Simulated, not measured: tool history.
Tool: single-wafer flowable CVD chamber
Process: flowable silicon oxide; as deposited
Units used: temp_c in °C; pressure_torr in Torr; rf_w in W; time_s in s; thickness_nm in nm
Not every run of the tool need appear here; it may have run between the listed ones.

run,hour,temp_c,pressure_torr,rf_w,time_s,thickness_nm
1,0,100,0.885,2465,870,633.39
2,7.8,100,1.002,2465,870,708.25
3,16.2,103,1.001,2465,870,642.06
4,18.8,103,1.001,2465,896,661.28
# hour 21.2: capacitance manometer re-zeroed and calibrated
5,21.2,111,1.001,2465,896,525.36
6,26.1,112,1.001,2465,896,511.76

Run 7 is up next; what results do you expect?
7,29.7,113,1.001,2465,896,?

{"run 7": {"thickness_nm": 497.74}}
